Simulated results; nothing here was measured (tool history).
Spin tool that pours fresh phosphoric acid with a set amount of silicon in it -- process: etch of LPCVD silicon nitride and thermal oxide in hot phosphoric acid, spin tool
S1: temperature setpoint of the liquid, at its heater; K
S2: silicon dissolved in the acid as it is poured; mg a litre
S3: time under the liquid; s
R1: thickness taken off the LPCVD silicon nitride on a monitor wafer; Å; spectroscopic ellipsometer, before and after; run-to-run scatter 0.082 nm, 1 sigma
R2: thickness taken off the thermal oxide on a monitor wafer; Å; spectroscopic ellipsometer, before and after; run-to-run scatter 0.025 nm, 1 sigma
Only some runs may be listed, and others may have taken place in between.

run,day,S1,S2,S3,R1,R2
1,0.000,436.15,16.5,180,176.43,4.2338
2,0.367,435.15,15.5,175,167.02,4.1934
3,0.604,435.15,22.5,175,166.54,3.4354
4,0.667,434.65,21.0,175,162.97,2.9191
5,0.875,434.65,18.5,170,158.48,3.5996
6,1.075,434.65,22.0,170,159.67,3.0695
7,1.392,434.65,20.0,170,159.21,3.0508
8,1.658,434.65,18.0,170,159.95,3.5180

Estimate the outcome of run 9 from the log above:
9,1.721,434.15,17.0,170,?,?

R1: 156.82 Å
R2: 3.6830 Å
